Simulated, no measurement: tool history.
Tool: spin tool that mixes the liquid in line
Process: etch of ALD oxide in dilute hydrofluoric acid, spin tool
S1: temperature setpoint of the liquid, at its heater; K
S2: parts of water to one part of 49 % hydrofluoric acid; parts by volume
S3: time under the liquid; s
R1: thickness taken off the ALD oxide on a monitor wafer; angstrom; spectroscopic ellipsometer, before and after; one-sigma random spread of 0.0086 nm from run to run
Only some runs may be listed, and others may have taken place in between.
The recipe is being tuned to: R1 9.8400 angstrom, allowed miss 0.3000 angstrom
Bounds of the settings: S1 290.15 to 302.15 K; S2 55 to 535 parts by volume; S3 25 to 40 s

| run | hour | S1 | S2 | S3 | R1 |
|---|---|---|---|---|---|
| 1 | 0.0 | 294.15 | 295 | 40 | 19.1550 |
| 2 | 1.4 | 294.15 | 295 | 40 | 19.1400 |
| 3 | 3.4 | 293.65 | 310 | 40 | 17.5570 |
| 4 | 4.6 | 293.15 | 325 | 40 | 16.4640 |
| 5 | 9.6 | 292.65 | 340 | 40 | 15.1400 |
| 6 | 16.5 | 292.15 | 350 | 40 | 14.2440 |
| 7 | 23.5 | 292.15 | 350 | 40 | 14.5820 |
| 8 | 27.0 | 292.15 | 360 | 40 | 13.7110 |
| 9 | 30.2 | 292.15 | 370 | 40 | 13.3210 |

Exercise: of the 4 proposed moves below, exactly one satisfies all targets within the stated allowed misses. Which move is it?
| A | 33.4 | 293.65 | 320 | 25 | ? |
| B | 33.4 | 297.15 | 350 | 25 | ? |
| C | 33.4 | 294.65 | 350 | 25 | ? |
| D | 33.4 | 290.15 | 415 | 40 | ? |

| move | R1 |
|---|---|
| A | 10.6760 |
| B | 10.7300 |
| C | 9.8476 |
| D | 10.7430 |
A: nearer than the last run, and not there yet
B: nearer than the last run, and not there yet
C: hits every target within its allowed miss
D: nearer than the last run, and not there yet
The move that meets every target is C.

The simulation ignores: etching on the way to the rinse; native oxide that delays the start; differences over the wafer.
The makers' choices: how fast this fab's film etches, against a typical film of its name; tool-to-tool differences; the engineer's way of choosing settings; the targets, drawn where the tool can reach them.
